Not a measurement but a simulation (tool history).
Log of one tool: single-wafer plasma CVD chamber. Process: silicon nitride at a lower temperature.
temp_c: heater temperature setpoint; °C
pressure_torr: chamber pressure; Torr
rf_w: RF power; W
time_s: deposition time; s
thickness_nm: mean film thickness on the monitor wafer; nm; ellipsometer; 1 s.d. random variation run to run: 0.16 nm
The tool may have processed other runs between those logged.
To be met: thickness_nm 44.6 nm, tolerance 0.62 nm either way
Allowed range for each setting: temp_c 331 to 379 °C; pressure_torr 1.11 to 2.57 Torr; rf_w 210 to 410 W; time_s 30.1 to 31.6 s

{"run": 1, "hour": 0.0, "temp_c": 355, "pressure_torr": 1.84, "rf_w": 310, "time_s": 31.6, "thickness_nm": 39.307}
{"run": 2, "hour": 8.6, "temp_c": 350, "pressure_torr": 1.84, "rf_w": 310, "time_s": 31.6, "thickness_nm": 39.716}
{"run": 3, "hour": 14.6, "temp_c": 349, "pressure_torr": 1.96, "rf_w": 310, "time_s": 31.6, "thickness_nm": 40.091}
{"run": 4, "hour": 18.1, "temp_c": 355, "pressure_torr": 1.96, "rf_w": 310, "time_s": 31.6, "thickness_nm": 39.844}
{"run": 5, "hour": 20.4, "temp_c": 355, "pressure_torr": 1.64, "rf_w": 310, "time_s": 31.6, "thickness_nm": 38.357}
{"run": 6, "hour": 26.9, "temp_c": 364, "pressure_torr": 1.64, "rf_w": 310, "time_s": 31.6, "thickness_nm": 37.887}
{"run": 7, "hour": 31.8, "temp_c": 363, "pressure_torr": 1.8, "rf_w": 315, "time_s": 31.6, "thickness_nm": 39.675}
{"run": 8, "hour": 34.7, "temp_c": 363, "pressure_torr": 1.92, "rf_w": 315, "time_s": 31.6, "thickness_nm": 40.463}
{"run": 9, "hour": 36.1, "temp_c": 363, "pressure_torr": 2.01, "rf_w": 315, "time_s": 31.6, "thickness_nm": 41.098}
{"run": 10, "hour": 44.4, "temp_c": 363, "pressure_torr": 2.09, "rf_w": 315, "time_s": 31.6, "thickness_nm": 41.487}
{"run": 11, "hour": 45.3, "temp_c": 363, "pressure_torr": 2.16, "rf_w": 315, "time_s": 31.6, "thickness_nm": 41.724}
{"run": 12, "hour": 49.4, "temp_c": 363, "pressure_torr": 2.22, "rf_w": 315, "time_s": 31.6, "thickness_nm": 42.038}
{"run": 13, "hour": 56.7, "temp_c": 363, "pressure_torr": 2.27, "rf_w": 315, "time_s": 31.6, "thickness_nm": 42.251}
{"run": 14, "hour": 57.7, "temp_c": 363, "pressure_torr": 2.31, "rf_w": 315, "time_s": 31.6, "thickness_nm": 42.211}
{"run": 15, "hour": 66.4, "temp_c": 363, "pressure_torr": 2.35, "rf_w": 320, "time_s": 31.6, "thickness_nm": 43.272}
{"run": 16, "hour": 69.9, "temp_c": 363, "pressure_torr": 2.38, "rf_w": 320, "time_s": 31.6, "thickness_nm": 43.003}
{"run": 17, "hour": 70.7, "temp_c": 363, "pressure_torr": 2.41, "rf_w": 320, "time_s": 31.6, "thickness_nm": 43.648}

4 next moves are on the table. One of them brings every result within its allowed miss. Which?
{"run": "A", "hour": 71.5, "temp_c": 359, "pressure_torr": 2.49, "rf_w": 345, "time_s": 30.1, "thickness_nm": "?"}
{"run": "B", "hour": 71.5, "temp_c": 364, "pressure_torr": 2.37, "rf_w": 325, "time_s": 31.2, "thickness_nm": "?"}
{"run": "C", "hour": 71.5, "temp_c": 360, "pressure_torr": 2.26, "rf_w": 320, "time_s": 31.3, "thickness_nm": "?"}
{"run": "D", "hour": 71.5, "temp_c": 364, "pressure_torr": 2.51, "rf_w": 350, "time_s": 30.7, "thickness_nm": "?"}

move=A thickness_nm=44.81
move=B thickness_nm=43.433
move=C thickness_nm=42.489
move=D thickness_nm=46.283
A: all results in spec
B: moves away from the targets compared with the last run
C: moves away from the targets compared with the last run
D: the result that was furthest off in the last run now lies on the other side of its target
A is the move that brings every result within its allowed miss.
